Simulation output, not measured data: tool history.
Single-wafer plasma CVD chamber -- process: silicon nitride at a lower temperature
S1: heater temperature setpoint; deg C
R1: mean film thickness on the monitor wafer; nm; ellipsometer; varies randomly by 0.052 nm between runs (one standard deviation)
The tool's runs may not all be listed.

run 1 hour=0 | S1=360 chamber_pressure_(Pa)=145 RF_power_(W)=300 deposition_time_(s)=14.6 | R1=13.722
run 2 hour=8.7 | S1=360 chamber_pressure_(Pa)=145 RF_power_(W)=330 deposition_time_(s)=14.6 | R1=14.849
run 3 hour=14.8 | S1=360 chamber_pressure_(Pa)=149 RF_power_(W)=335 deposition_time_(s)=14.6 | R1=15.264
run 4 hour=16.8 | S1=353 chamber_pressure_(Pa)=149 RF_power_(W)=335 deposition_time_(s)=14.6 | R1=15.285
run 5 hour=19 | S1=353 chamber_pressure_(Pa)=149 RF_power_(W)=300 deposition_time_(s)=14.6 | R1=14.016
run 6 hour=25.5 | S1=353 chamber_pressure_(Pa)=155 RF_power_(W)=305 deposition_time_(s)=14.6 | R1=14.26
run 7 hour=27.1 | S1=353 chamber_pressure_(Pa)=159 RF_power_(W)=310 deposition_time_(s)=14.6 | R1=14.651
run 8 hour=30.6 | S1=353 chamber_pressure_(Pa)=163 RF_power_(W)=315 deposition_time_(s)=14.6 | R1=15.043
run 9 hour=36.8 | S1=353 chamber_pressure_(Pa)=167 RF_power_(W)=320 deposition_time_(s)=14.6 | R1=15.283
run 10 hour=38.6 | S1=353 chamber_pressure_(Pa)=169 RF_power_(W)=325 deposition_time_(s)=14.6 | R1=15.639
run 11 hour=40.3 | S1=353 chamber_pressure_(Pa)=172 RF_power_(W)=330 deposition_time_(s)=14.6 | R1=15.862
run 12 hour=42.8 | S1=353 chamber_pressure_(Pa)=175 RF_power_(W)=335 deposition_time_(s)=14.6 | R1=16.149
run 13 hour=51 | S1=353 chamber_pressure_(Pa)=177 RF_power_(W)=340 deposition_time_(s)=14.6 | R1=16.377
run 14 hour=59 | S1=353 chamber_pressure_(Pa)=179 RF_power_(W)=340 deposition_time_(s)=14.6 | R1=16.439
run 15 hour=65.7 | S1=353 chamber_pressure_(Pa)=180 RF_power_(W)=340 deposition_time_(s)=14.6 | R1=16.509
run 16 hour=72.4 | S1=353 chamber_pressure_(Pa)=181 RF_power_(W)=340 deposition_time_(s)=14.6 | R1=16.522

Forecast run 17:
run 17 hour=74.7 | S1=353 chamber_pressure_(Pa)=183 RF_power_(W)=340 deposition_time_(s)=14.6 | R1=?

{"run 17": {"R1": 16.673}}
